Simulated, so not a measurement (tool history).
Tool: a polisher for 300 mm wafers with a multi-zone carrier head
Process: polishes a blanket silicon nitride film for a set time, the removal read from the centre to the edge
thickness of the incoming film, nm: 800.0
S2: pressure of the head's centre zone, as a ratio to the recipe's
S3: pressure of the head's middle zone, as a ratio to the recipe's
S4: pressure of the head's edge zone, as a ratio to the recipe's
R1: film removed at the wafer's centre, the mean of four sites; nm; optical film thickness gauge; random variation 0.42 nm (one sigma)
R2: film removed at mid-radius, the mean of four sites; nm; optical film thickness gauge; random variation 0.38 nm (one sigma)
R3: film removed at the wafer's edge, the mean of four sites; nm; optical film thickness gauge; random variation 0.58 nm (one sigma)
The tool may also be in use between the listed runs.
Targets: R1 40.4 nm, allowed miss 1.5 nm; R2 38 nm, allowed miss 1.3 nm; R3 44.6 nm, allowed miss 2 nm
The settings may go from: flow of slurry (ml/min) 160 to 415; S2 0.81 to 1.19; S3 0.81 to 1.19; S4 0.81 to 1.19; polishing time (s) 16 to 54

{"run": 1, "hour": 0.0, "flow of slurry (ml/min)": 265, "S2": 1, "S3": 1, "S4": 1, "polishing time (s)": 35, "R1": 50.759, "R2": 48.966, "R3": 51.886}
{"run": 2, "hour": 5.0, "flow of slurry (ml/min)": 215, "S2": 1, "S3": 1, "S4": 1, "polishing time (s)": 35, "R1": 48.45, "R2": 48.818, "R3": 51.387}
{"run": 3, "hour": 9.9, "flow of slurry (ml/min)": 215, "S2": 1, "S3": 0.97, "S4": 1, "polishing time (s)": 35, "R1": 49.403, "R2": 47.945, "R3": 51.266}
{"run": 4, "hour": 14.3, "flow of slurry (ml/min)": 215, "S2": 1, "S3": 0.97, "S4": 1, "polishing time (s)": 40, "R1": 56.486, "R2": 54.063, "R3": 59.704}
{"run": 5, "hour": 17.5, "flow of slurry (ml/min)": 215, "S2": 1, "S3": 0.97, "S4": 1, "polishing time (s)": 48, "R1": 68.803, "R2": 63.351, "R3": 69.47}
{"run": 6, "hour": 24.3, "flow of slurry (ml/min)": 215, "S2": 1, "S3": 0.97, "S4": 1, "polishing time (s)": 54, "R1": 76.993, "R2": 73.358, "R3": 77.723}
{"run": 7, "hour": 28.4, "flow of slurry (ml/min)": 215, "S2": 0.98, "S3": 0.94, "S4": 0.97, "polishing time (s)": 46, "R1": 63.486, "R2": 60.395, "R3": 67.949}
{"run": 8, "hour": 34.6, "flow of slurry (ml/min)": 190, "S2": 1.02, "S3": 0.97, "S4": 0.95, "polishing time (s)": 36, "R1": 51.669, "R2": 47.983, "R3": 50.872}

Which of these 5 next moves meets every target?
{"run": "A", "hour": 40.8, "flow of slurry (ml/min)": 185, "S2": 1, "S3": 0.81, "S4": 1.04, "polishing time (s)": 27, "R1": "?", "R2": "?", "R3": "?"}
{"run": "B", "hour": 40.8, "flow of slurry (ml/min)": 190, "S2": 0.83, "S3": 0.98, "S4": 0.98, "polishing time (s)": 30, "R1": "?", "R2": "?", "R3": "?"}
{"run": "C", "hour": 40.8, "flow of slurry (ml/min)": 175, "S2": 1.16, "S3": 1.1, "S4": 0.83, "polishing time (s)": 38, "R1": "?", "R2": "?", "R3": "?"}
{"run": "D", "hour": 40.8, "flow of slurry (ml/min)": 160, "S2": 0.9, "S3": 0.81, "S4": 0.88, "polishing time (s)": 33, "R1": "?", "R2": "?", "R3": "?"}
{"run": "E", "hour": 40.8, "flow of slurry (ml/min)": 240, "S2": 1.19, "S3": 1.14, "S4": 0.95, "polishing time (s)": 35, "R1": "?", "R2": "?", "R3": "?"}

move=A R1=37.256 R2=31.574 R3=39.994
move=B R1=34.421 R2=40.718 R3=43.149
move=C R1=60.716 R2=56.082 R3=50.328
move=D R1=40.442 R2=38.193 R3=44.801
move=E R1=58.927 R2=54.414 R3=50.151
A: takes the result that was furthest off past its target
B: nearer than the last run, and not there yet
C: further off than the last run
D: meets every target
E: further off than the last run
Answer: D

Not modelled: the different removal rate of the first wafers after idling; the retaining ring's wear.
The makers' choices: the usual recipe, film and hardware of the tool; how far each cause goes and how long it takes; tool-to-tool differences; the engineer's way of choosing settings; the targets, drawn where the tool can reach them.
